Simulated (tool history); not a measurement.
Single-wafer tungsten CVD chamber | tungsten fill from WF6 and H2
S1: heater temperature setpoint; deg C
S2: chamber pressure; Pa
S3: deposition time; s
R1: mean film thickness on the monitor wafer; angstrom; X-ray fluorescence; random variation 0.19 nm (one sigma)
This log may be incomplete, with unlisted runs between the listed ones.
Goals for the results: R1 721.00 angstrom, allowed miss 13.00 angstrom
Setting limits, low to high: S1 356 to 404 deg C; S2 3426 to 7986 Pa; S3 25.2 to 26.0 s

run	hour	S1	S2	S3	R1
1	0.0	380	5706	25.2	538.89
2	5.3	380	5306	25.2	523.18
3	10.7	380	4533	25.2	486.26
4	11.8	385	4546	25.2	545.38
5	13.7	385	4546	26.0	565.50
6	15.1	380	4546	26.0	508.41
7	18.0	384	4560	26.0	549.62
8	18.5	387	4573	26.0	588.06
9	23.9	389	4586	26.0	615.73
10	27.5	391	4586	26.0	637.64
11	33.9	393	4586	26.0	664.52
12	34.8	394	4586	26.0	681.48
13	37.5	395	4586	26.0	691.40
14	44.9	396	4586	26.0	706.12

Which of these 4 next moves meets every target?
A	52.3	401	4720	25.2	?
B	52.3	399	4720	25.6	?
C	52.3	402	3973	25.2	?
D	52.3	397	5026	26.0	?

move	R1
A	763.98
B	747.29
C	724.03
D	749.37
A: takes the result that was furthest off past its target
B: takes the result that was furthest off past its target
C: every result within its allowed miss
D: takes the result that was furthest off past its target
C is the move that brings every result within its allowed miss.

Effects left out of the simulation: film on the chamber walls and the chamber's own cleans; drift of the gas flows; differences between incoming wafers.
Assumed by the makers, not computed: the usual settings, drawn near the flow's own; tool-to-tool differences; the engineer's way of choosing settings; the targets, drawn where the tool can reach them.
